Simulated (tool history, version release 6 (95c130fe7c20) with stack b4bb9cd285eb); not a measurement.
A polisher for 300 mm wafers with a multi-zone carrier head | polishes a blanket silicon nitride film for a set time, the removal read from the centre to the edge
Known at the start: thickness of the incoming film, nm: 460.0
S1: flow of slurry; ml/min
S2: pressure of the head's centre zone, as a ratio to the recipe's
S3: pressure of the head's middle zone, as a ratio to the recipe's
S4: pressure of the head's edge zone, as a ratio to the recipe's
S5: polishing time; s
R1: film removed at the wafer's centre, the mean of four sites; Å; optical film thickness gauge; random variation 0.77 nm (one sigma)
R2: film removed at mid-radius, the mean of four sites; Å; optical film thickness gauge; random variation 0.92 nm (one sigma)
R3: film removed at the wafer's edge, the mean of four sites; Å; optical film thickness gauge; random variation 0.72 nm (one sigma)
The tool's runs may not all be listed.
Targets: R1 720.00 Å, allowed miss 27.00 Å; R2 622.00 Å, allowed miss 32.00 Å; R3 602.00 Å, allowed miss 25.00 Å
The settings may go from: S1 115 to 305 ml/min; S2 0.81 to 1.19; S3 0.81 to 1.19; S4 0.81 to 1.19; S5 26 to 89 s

run,day,S1,S2,S3,S4,S5,R1,R2,R3
1,0.000,195,1.00,1.00,1.00,57,891.96,849.33,883.91
2,0.321,195,1.02,1.00,0.96,52,819.73,801.66,776.29
3,0.521,195,1.02,1.00,0.96,66,1016.20,1025.30,1010.00
4,0.825,195,1.04,0.97,0.94,59,924.67,882.76,901.89
5,0.879,175,1.04,0.97,0.94,59,926.53,859.15,903.80
6,0.979,175,1.04,0.97,1.02,59,907.48,879.58,904.02
7,1.304,175,1.04,0.97,1.02,59,931.93,870.86,930.34
8,1.562,185,1.07,0.97,1.00,52,853.98,760.52,802.19
9,1.896,190,1.09,0.99,0.90,39,629.82,588.70,588.82

5 next moves are on the table. One of them brings every result within its allowed miss. Which?
A,2.229,215,1.18,1.02,0.90,40,?,?,?
B,2.229,205,0.94,1.06,0.99,37,?,?,?
C,2.229,220,1.07,1.01,0.90,40,?,?,?
D,2.229,165,1.06,0.91,0.92,46,?,?,?
E,2.229,125,0.87,1.05,0.91,41,?,?,?

move,R1,R2,R3
A,719.22,622.64,604.17
B,538.64,591.90,581.36
C,660.42,619.63,605.60
D,718.19,626.13,683.00
E,507.06,598.33,582.60
A: meets every target
B: further off than the last run
C: nearer than the last run, and not there yet
D: brings the result that was furthest off to its target, and leaves another outside
E: further off than the last run
Move A is the one to make.
